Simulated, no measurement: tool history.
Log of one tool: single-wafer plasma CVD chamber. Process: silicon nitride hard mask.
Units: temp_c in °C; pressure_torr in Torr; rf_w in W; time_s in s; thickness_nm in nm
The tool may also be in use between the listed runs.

run 1 hour=0 | temp_c=395 pressure_torr=1.26 rf_w=340 time_s=77.5 | thickness_nm=99.895
run 2 hour=2.5 | temp_c=395 pressure_torr=1.31 rf_w=345 time_s=77.6 | thickness_nm=101.46
run 3 hour=7.5 | temp_c=395 pressure_torr=1.35 rf_w=355 time_s=77.7 | thickness_nm=104.98
run 4 hour=11.9 | temp_c=395 pressure_torr=1.39 rf_w=360 time_s=77.8 | thickness_nm=105.95
run 5 hour=14.6 | temp_c=395 pressure_torr=1.29 rf_w=360 time_s=77.8 | thickness_nm=104.34
run 6 hour=21.3 | temp_c=395 pressure_torr=1.33 rf_w=365 time_s=77.9 | thickness_nm=105.6

The next listed run, before its measurement:
run 7 hour=22.2 | temp_c=395 pressure_torr=1.37 rf_w=370 time_s=78 | thickness_nm=?

thickness_nm: 107.65 nm
